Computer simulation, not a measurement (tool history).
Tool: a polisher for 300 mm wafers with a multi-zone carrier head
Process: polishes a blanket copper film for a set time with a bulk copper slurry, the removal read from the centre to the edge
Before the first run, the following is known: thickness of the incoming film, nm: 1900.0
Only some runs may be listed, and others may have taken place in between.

run  hour  flow of slurry (ml/min)  pressure of the head's centre zone  pressure of the head's middle zone  pressure of the head's edge zone  abrasive content of the slurry  polishing time (s)  film removed at the wafer's centre (Å)  film removed at mid-radius (Å)  film removed at the wafer's edge (Å)
  1     0                      175                                   1                                   1                                 1                               1                  35                                  2874.7                          2971.3                                2929.9
  2   7.7                      175                                1.02                                1.01                              0.97                             0.9                  34                                    2785                          2867.2                                2714.3
  3   9.1                      170                                1.04                                1.01                              0.94                             0.8                  34                                  2806.8                          2740.5                                  2600
  4  15.5                      170                                 1.1                                1.01                              0.94                             0.8                  34                                  2960.7                          2786.1                                2592.8
  5  21.7                      170                                 1.1                                1.01                              0.94                             0.9                  34                                  3042.6                          2809.3                                2715.2
  6  25.2                      170                                1.09                                1.02                              0.92                             0.8                  34                                  2895.1                          2750.7                                2543.3
  7  26.8                      165                                1.09                                1.03                               0.9                            0.75                  34                                  2807.4                          2719.2                                2498.3
  8  28.3                      170                                 1.1                                1.04                              0.88                             0.7                  34                                  2860.7                          2722.1                                2428.4

Expected results for the next run?
  9  34.3                      140                                1.08                                1.06                              0.81                             0.5                  33                                       ?                               ?                                     ?

{"run 9": {"film removed at the wafer's centre (Å)": 2489.4, "film removed at mid-radius (Å)": 2446.1, "film removed at the wafer's edge (Å)": 2146.4}}

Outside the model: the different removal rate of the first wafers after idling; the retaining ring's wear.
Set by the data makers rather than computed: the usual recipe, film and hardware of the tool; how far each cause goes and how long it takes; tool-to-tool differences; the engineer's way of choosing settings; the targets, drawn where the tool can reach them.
